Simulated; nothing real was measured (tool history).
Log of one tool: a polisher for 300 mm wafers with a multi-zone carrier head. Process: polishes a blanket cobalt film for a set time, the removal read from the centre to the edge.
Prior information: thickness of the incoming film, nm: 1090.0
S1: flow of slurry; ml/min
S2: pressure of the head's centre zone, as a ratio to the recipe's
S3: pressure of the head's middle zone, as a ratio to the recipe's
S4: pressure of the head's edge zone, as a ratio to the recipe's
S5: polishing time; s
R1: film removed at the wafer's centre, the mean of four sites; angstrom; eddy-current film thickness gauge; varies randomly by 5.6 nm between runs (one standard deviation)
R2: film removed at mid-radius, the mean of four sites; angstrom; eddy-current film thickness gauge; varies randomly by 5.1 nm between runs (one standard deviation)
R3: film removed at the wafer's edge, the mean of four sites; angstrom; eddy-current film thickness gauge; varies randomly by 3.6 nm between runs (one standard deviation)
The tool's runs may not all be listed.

run 1 hour=0.0 | S1=195 S2=1.00 S3=1.00 S4=1.00 S5=53 | R1=3194.0 R2=3086.5 R3=3043.6
run 2 hour=0.5 | S1=195 S2=1.07 S3=1.00 S4=1.00 S5=53 | R1=3401.8 R2=3051.1 R3=3074.4
run 3 hour=3.5 | S1=200 S2=1.07 S3=1.00 S4=1.02 S5=54 | R1=3485.5 R2=3148.5 R3=3133.5
run 4 hour=5.0 | S1=200 S2=1.13 S3=1.00 S4=1.02 S5=54 | R1=3611.0 R2=3120.4 R3=3165.7
run 5 hour=9.6 | S1=200 S2=1.13 S3=1.00 S4=1.04 S5=56 | R1=3704.4 R2=3239.4 R3=3300.4
run 6 hour=13.4 | S1=160 S2=1.13 S3=1.00 S4=1.04 S5=56 | R1=3553.9 R2=3141.1 R3=3213.8
run 7 hour=16.2 | S1=165 S2=1.13 S3=1.00 S4=1.05 S5=57 | R1=3579.1 R2=3228.5 R3=3282.3
run 8 hour=23.1 | S1=175 S2=1.13 S3=1.00 S4=1.06 S5=58 | R1=3770.9 R2=3263.5 R3=3408.5
run 9 hour=29.1 | S1=180 S2=1.12 S3=1.01 S4=1.07 S5=59 | R1=3823.7 R2=3363.2 R3=3463.8

Run 10, settings as shown, results not yet in. Your forecast:
run 10 hour=30.2 | S1=185 S2=1.11 S3=1.01 S4=1.08 S5=60 | R1=? R2=? R3=?

Logged for run 10: R1 3814.7 angstrom, R2 3415.0 angstrom, R3 3608.6 angstrom.

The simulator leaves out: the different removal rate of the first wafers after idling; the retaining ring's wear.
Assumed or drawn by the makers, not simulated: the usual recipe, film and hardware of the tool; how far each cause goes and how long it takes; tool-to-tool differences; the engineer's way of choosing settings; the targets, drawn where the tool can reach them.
